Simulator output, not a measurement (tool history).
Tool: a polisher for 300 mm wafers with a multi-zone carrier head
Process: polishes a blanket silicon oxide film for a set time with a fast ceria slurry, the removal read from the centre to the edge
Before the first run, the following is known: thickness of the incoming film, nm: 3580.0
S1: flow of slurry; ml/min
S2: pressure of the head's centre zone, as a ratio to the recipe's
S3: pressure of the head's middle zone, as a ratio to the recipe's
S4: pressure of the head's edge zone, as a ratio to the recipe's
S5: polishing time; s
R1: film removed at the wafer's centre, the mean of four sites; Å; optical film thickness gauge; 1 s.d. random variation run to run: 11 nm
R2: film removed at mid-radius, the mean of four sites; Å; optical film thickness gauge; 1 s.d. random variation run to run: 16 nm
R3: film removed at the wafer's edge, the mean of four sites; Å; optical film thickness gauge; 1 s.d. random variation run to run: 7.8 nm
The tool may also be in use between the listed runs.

run	hour	S1	S2	S3	S4	S5	R1	R2	R3
1	0	250	1	1	1	79	8760.2	8794.4	9206.5
2	2.1	260	1.01	1.03	1.03	81	9048.2	9372.7	9669.4
3	5.7	230	1.01	1.03	1.03	81	9166.3	9010.3	9477.1
4	11.5	250	1.03	1.05	1.05	82	9494.5	9769.2	9874.9
5	13.9	265	1.05	1.05	1.07	82	9674.8	9642.9	9939.9
6	17.7	265	1.05	1.05	1.12	82	9569.4	9471.5	10217

What will run 7 give?
7	21.2	275	1.06	1.07	1.13	83	?	?	?

{"run 7": {"R1": 9883.7, "R2": 9954.7, "R3": 10181}}

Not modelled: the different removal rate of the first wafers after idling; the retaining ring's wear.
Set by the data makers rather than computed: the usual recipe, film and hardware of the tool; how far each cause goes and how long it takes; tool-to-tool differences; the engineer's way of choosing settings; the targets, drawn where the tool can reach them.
